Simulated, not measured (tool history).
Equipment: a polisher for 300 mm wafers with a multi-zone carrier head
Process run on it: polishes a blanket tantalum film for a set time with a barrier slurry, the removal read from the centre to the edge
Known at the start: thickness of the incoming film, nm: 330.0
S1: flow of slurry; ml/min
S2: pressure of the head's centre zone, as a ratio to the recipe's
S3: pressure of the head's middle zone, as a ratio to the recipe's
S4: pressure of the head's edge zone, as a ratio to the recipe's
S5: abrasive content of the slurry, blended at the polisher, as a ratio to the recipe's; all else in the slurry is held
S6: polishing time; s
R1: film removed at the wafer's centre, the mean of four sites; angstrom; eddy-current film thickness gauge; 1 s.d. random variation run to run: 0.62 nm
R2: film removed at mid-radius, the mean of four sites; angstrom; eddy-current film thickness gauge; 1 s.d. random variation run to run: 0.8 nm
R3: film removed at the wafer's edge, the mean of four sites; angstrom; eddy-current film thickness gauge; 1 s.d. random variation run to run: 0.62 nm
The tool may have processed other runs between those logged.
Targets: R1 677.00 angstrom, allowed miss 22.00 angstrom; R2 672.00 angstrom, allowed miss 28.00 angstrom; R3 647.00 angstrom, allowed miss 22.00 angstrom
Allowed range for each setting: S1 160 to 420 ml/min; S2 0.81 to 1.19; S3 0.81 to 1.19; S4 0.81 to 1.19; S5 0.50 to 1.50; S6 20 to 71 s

| run | hour | S1 | S2 | S3 | S4 | S5 | S6 | R1 | R2 | R3 |
|---|---|---|---|---|---|---|---|---|---|---|
| 1 | 0.0 | 270 | 1.00 | 1.00 | 1.00 | 1.00 | 45 | 820.33 | 843.64 | 843.76 |
| 2 | 7.6 | 330 | 1.00 | 1.00 | 1.00 | 1.00 | 45 | 848.50 | 845.13 | 866.29 |
| 3 | 16.1 | 315 | 0.99 | 0.98 | 0.94 | 0.85 | 44 | 781.07 | 767.82 | 782.00 |
| 4 | 18.6 | 315 | 0.99 | 0.98 | 0.91 | 0.85 | 44 | 778.18 | 768.17 | 757.79 |
| 5 | 20.6 | 315 | 0.99 | 0.92 | 0.91 | 0.85 | 44 | 765.56 | 742.55 | 774.58 |
| 6 | 29.2 | 315 | 0.99 | 0.92 | 0.91 | 0.85 | 53 | 938.05 | 882.38 | 919.97 |
| 7 | 30.1 | 300 | 0.98 | 0.93 | 0.88 | 0.75 | 50 | 849.91 | 797.22 | 843.75 |
| 8 | 33.4 | 310 | 0.98 | 0.97 | 0.86 | 0.70 | 47 | 783.46 | 766.48 | 764.60 |
| 9 | 34.6 | 295 | 0.97 | 0.97 | 0.81 | 0.50 | 43 | 618.99 | 623.66 | 619.34 |
| 10 | 38.7 | 315 | 0.98 | 0.98 | 0.82 | 0.50 | 43 | 635.83 | 635.83 | 606.93 |

Below are 5 possible settings for the next run. Only one of them brings all results inside the allowed miss of their targets. Which is it?
| A | 42.8 | 420 | 0.97 | 0.96 | 0.81 | 0.65 | 41 | ? | ? | ? |
| B | 42.8 | 295 | 1.02 | 1.00 | 0.81 | 0.75 | 36 | ? | ? | ? |
| C | 42.8 | 295 | 1.05 | 0.97 | 0.81 | 0.50 | 43 | ? | ? | ? |
| D | 42.8 | 290 | 0.98 | 0.94 | 0.96 | 0.50 | 43 | ? | ? | ? |
| E | 42.8 | 295 | 1.02 | 0.89 | 0.86 | 0.55 | 43 | ? | ? | ? |

| move | R1 | R2 | R3 |
|---|---|---|---|
| A | 667.03 | 666.71 | 648.56 |
| B | 625.71 | 616.73 | 583.37 |
| C | 668.86 | 624.11 | 606.03 |
| D | 622.70 | 607.04 | 639.51 |
| E | 672.48 | 601.71 | 640.18 |
A: every result within its allowed miss
B: its largest miss is bigger than the last run's
C: gets the furthest-off result to its target, but another result is out of tolerance
D: its largest miss is bigger than the last run's
E: gets the furthest-off result to its target, but another result is out of tolerance
The right move is A.

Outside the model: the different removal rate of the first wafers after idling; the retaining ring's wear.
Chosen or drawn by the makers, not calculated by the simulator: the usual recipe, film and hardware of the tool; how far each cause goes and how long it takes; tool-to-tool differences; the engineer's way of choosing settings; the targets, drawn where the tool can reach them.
